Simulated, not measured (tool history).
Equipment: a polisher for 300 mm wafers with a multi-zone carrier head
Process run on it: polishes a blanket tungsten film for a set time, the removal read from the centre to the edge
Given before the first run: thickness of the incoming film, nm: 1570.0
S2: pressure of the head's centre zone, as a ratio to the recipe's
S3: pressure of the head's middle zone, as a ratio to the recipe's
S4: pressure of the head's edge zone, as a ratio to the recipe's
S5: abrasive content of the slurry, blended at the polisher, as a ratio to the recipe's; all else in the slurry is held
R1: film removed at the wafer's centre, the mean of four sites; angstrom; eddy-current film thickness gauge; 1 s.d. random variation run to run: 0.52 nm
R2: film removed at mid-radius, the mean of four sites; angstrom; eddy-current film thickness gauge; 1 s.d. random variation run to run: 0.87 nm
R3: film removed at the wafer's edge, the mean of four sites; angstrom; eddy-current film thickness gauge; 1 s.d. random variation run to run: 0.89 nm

run 1 hour=0.0 | flow_of_slurry_(ml/min)=205 S2=1.00 S3=1.00 S4=1.00 S5=1.00 polishing_time_(s)=47 | R1=1418.90 R2=1428.20 R3=1469.30
run 2 hour=4.3 | flow_of_slurry_(ml/min)=195 S2=0.99 S3=0.95 S4=0.97 S5=0.85 polishing_time_(s)=41 | R1=1193.70 R2=1149.20 R3=1194.50
run 3 hour=9.2 | flow_of_slurry_(ml/min)=195 S2=0.94 S3=0.95 S4=0.97 S5=0.85 polishing_time_(s)=41 | R1=1135.10 R2=1164.90 R3=1181.90
run 4 hour=16.4 | flow_of_slurry_(ml/min)=195 S2=0.90 S3=0.95 S4=0.97 S5=0.85 polishing_time_(s)=41 | R1=1076.10 R2=1139.40 R3=1188.60
run 5 hour=24.0 | flow_of_slurry_(ml/min)=185 S2=0.90 S3=0.91 S4=0.98 S5=0.75 polishing_time_(s)=37 | R1=946.48 R2=973.65 R3=1061.60
run 6 hour=26.0 | flow_of_slurry_(ml/min)=180 S2=0.91 S3=0.88 S4=0.96 S5=0.70 polishing_time_(s)=34 | R1=866.54 R2=851.60 R3=956.07

Run 7, settings as shown, results not yet in. Your forecast:
run 7 hour=34.0 | flow_of_slurry_(ml/min)=180 S2=0.91 S3=0.88 S4=0.96 S5=0.70 polishing_time_(s)=34 | R1=? R2=? R3=?

R1: 869.61 angstrom
R2: 866.62 angstrom
R3: 932.30 angstrom
